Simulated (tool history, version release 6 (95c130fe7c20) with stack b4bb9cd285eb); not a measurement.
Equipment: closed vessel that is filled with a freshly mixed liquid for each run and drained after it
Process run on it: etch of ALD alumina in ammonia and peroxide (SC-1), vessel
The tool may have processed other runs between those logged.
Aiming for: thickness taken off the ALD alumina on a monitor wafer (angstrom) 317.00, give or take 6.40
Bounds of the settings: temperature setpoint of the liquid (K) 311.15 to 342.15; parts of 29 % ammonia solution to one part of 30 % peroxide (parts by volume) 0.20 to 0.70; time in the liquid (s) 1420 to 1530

run  hour  temperature setpoint of the liquid (K)  parts of 29 % ammonia solution to one part of 30 % peroxide (parts by volume)  time in the liquid (s)  thickness taken off the ALD alumina on a monitor wafer (angstrom)
  1   0.0                                  326.15                                                                           0.40                    1420                                                             581.39
  2   1.1                                  324.65                                                                           0.40                    1420                                                             532.36
  3   7.2                                  324.65                                                                           0.35                    1420                                                             532.07
  4  10.1                                  329.65                                                                           0.35                    1420                                                             694.38
  5  15.8                                  327.65                                                                           0.35                    1420                                                             621.13
  6  23.4                                  327.65                                                                           0.35                    1420                                                             617.63
  7  31.0                                  325.65                                                                           0.35                    1420                                                             560.14
  8  35.1                                  324.15                                                                           0.35                    1420                                                             511.48
  9  40.6                                  322.65                                                                           0.35                    1420                                                             472.75
 10  46.8                                  321.65                                                                           0.35                    1420                                                             448.49
 11  53.5                                  320.65                                                                           0.35                    1420                                                             420.58
 12  58.7                                  320.15                                                                           0.35                    1420                                                             413.59
 13  61.7                                  319.65                                                                           0.35                    1420                                                             399.72
 14  70.6                                  314.65                                                                           0.35                    1420                                                             299.69
 15  78.9                                  315.15                                                                           0.35                    1420                                                             310.11

Of the 5 settings listed for the next run, only one would bring every result within its allowed miss of target. Which one?
  A  87.2                                  314.65                                                                           0.40                    1420                                                                  ?
  B  87.2                                  313.15                                                                           0.40                    1525                                                                  ?
  C  87.2                                  314.15                                                                           0.40                    1420                                                                  ?
  D  87.2                                  313.15                                                                           0.40                    1530                                                                  ?
  E  87.2                                  315.65                                                                           0.35                    1420                                                                  ?

move  thickness taken off the ALD alumina on a monitor wafer (angstrom)
   A                                                             303.70
   B                                                             298.66
   C                                                             294.94
   D                                                             299.64
   E                                                             317.81
A: misses by more than the last run did
B: misses by more than the last run did
C: misses by more than the last run did
D: misses by more than the last run did
E: all results in spec
Go with E: it meets all targets.

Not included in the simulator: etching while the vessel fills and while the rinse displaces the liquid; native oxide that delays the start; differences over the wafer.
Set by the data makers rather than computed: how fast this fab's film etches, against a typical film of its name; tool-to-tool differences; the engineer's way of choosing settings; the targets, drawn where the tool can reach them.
